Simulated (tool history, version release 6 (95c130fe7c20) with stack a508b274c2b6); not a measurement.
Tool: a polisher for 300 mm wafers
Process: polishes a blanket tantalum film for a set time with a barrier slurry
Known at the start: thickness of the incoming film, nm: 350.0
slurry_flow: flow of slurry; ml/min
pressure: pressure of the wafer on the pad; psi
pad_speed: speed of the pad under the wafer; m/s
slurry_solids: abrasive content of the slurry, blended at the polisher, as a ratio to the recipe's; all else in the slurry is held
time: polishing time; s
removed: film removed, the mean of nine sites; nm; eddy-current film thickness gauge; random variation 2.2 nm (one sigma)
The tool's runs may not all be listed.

run	hour	slurry_flow	pressure	pad_speed	slurry_solids	time	removed
1	0	245	2.4	1.3	1	69	191.06
2	5.6	200	2.4	1.3	1	69	189.58
3	7.1	200	1.9	1.3	1	69	154.17
4	15	200	2.4	1.3	1	69	190.5
5	22.7	200	2.7	1.3	1	69	211.1
6	24.6	200	3	1.3	1	69	228.25
7	30.4	205	3.2	1.32	1	69	246.58
8	36	205	3.4	1.34	1	69	266.25
9	38.7	205	3.5	1.34	1	69	272.07

Forecast run 10:
10	41.6	205	3.6	1.36	1	69	?

removed: 285.19 nm
